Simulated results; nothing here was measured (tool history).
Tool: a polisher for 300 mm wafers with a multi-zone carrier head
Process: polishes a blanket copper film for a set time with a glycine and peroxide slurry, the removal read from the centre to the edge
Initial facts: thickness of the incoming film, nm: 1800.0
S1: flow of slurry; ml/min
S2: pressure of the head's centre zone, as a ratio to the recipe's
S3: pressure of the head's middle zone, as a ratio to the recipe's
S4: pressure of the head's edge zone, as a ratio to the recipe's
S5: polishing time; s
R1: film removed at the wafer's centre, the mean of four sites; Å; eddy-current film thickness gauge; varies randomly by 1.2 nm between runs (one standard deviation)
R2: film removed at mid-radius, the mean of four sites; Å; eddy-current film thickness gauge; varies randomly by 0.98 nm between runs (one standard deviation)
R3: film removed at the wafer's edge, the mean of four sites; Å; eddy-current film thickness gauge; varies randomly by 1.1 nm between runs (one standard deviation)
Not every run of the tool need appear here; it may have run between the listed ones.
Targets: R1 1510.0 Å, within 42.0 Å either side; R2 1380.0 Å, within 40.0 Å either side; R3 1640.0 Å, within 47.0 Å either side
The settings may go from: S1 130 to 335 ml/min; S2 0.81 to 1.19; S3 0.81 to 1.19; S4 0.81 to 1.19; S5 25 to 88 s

run  hour   S1    S2    S3    S4  S5      R1      R2      R3
  1   0.0  215  1.00  1.00  1.00  56  2553.4  2523.6  2545.7
  2   2.7  215  0.97  1.00  1.00  56  2426.9  2521.3  2577.9
  3   5.0  210  0.97  0.97  0.99  53  2321.3  2286.9  2420.5
  4   9.3  210  1.03  0.97  0.99  53  2487.5  2343.7  2395.3
  5  12.5  205  1.01  0.95  0.97  50  2250.7  2186.6  2200.2
  6  17.4  205  1.01  0.95  0.97  45  2053.6  1930.1  2003.0
  7  25.5  160  0.91  0.85  0.93  34  1315.0  1265.3  1452.1
  8  30.2  175  0.91  0.85  0.94  34  1332.7  1285.6  1460.6
  9  37.0  185  0.92  0.85  0.96  34  1374.0  1299.6  1495.7
 10  41.3  195  0.92  0.85  0.97  34  1402.6  1337.1  1518.5
 11  47.1  200  0.92  0.85  0.99  34  1405.3  1304.4  1549.2
 12  53.8  200  0.92  0.85  0.99  34  1403.4  1341.7  1532.2
 13  57.3  205  0.92  0.84  1.00  34  1409.8  1317.4  1542.1

Pick the move, out of 4, that brings all results within their allowed miss; only one does.
  A  60.8  220  0.95  0.86  1.01  33   ?   ?   ?
  B  60.8  240  0.99  0.81  1.14  33   ?   ?   ?
  C  60.8  185  0.95  0.84  1.04  36   ?   ?   ?
  D  60.8  225  0.92  0.87  0.99  36   ?   ?   ?

move      R1      R2      R3
   A  1416.8  1329.7  1506.0
   B  1496.1  1280.7  1615.4
   C  1498.4  1383.9  1633.2
   D  1501.8  1469.4  1630.8
A: the biggest miss grows against the last run
B: the worst result of the last run now meets its target, but another is out of spec
C: hits every target within its allowed miss
D: the worst result of the last run now meets its target, but another is out of spec
Move C is the one to make.
